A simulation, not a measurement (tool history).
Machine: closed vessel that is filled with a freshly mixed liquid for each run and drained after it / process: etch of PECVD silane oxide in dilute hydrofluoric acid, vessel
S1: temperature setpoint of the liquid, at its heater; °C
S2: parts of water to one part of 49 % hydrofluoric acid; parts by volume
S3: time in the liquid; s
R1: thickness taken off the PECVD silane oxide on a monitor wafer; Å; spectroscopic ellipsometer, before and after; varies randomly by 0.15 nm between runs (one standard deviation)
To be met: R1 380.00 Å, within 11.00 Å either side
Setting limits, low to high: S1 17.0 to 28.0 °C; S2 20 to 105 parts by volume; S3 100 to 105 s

run    day    S1  S2   S3      R1
  1  0.000  20.0  55  100  690.88
  2  0.221  20.0  55  105  723.22
  3  0.567  19.5  60  105  639.49
  4  0.883  17.5  60  105  591.58
     1.008  -- thermometer replaced
  5  1.008  17.5  65  105  510.83
  6  1.225  17.0  65  105  500.08
  7  1.479  17.0  70  105  461.72
  8  1.604  17.0  75  105  427.23
  9  1.662  17.0  75  105  427.43
 10  1.896  17.0  80  105  398.44

Next run, 4 choices. One meets every target within its allowed miss, the rest don't. Which?
  A  2.129  17.0  80  100   ?
  B  2.129  20.5  90  105   ?
  C  2.129  21.0  85  100   ?
  D  2.129  17.5  80  105   ?

move      R1
   A  378.90
   B  405.02
   C  419.33
   D  406.41
A: meets every target
B: its largest miss is bigger than the last run's
C: its largest miss is bigger than the last run's
D: its largest miss is bigger than the last run's
The right move is A.

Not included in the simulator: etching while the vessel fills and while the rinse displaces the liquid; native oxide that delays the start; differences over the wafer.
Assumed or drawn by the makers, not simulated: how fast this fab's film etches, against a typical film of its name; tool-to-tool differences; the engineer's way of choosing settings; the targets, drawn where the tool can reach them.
